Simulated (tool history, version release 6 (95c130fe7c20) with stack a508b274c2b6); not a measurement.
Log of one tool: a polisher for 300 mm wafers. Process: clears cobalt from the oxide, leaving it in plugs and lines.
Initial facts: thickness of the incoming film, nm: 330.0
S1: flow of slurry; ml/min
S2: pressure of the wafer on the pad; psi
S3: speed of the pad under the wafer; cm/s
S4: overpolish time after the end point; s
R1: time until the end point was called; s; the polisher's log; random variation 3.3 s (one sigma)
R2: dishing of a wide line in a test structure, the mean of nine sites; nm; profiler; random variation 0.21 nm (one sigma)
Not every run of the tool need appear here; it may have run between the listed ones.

Run 1, hour 0.0: S1 310 ml/min, S2 1.2 psi, S3 96 cm/s, S4 12 s. Result: R1 126.95 s, R2 16.681 nm.
Run 2, hour 6.1: S1 310 ml/min, S2 1.2 psi, S3 96 cm/s, S4 8 s. Result: R1 125.16 s, R2 13.595 nm.
Run 3, hour 10.8: S1 310 ml/min, S2 1.2 psi, S3 84 cm/s, S4 8 s. Result: R1 144.42 s, R2 12.437 nm.
Run 4, hour 16.6: S1 310 ml/min, S2 1.1 psi, S3 86 cm/s, S4 10 s. Result: R1 148.04 s, R2 13.727 nm.
Run 5, hour 22.5: S1 310 ml/min, S2 1.1 psi, S3 96 cm/s, S4 10 s. Result: R1 134.16 s, R2 14.611 nm.
Run 6, hour 30.9: S1 310 ml/min, S2 1.0 psi, S3 94 cm/s, S4 11 s. Result: R1 156.24 s, R2 14.775 nm.
Run 7, hour 37.6: S1 310 ml/min, S2 0.9 psi, S3 96 cm/s, S4 12 s. Result: R1 161.66 s, R2 14.508 nm.

Run 8, settings as shown, results not yet in. Your forecast:
Run 8, hour 39.7: S1 310 ml/min, S2 0.9 psi, S3 96 cm/s, S4 13 s. Result: R1 ?, R2 ?.

{"run 8": {"R1": 163.81, "R2": 15.159}}
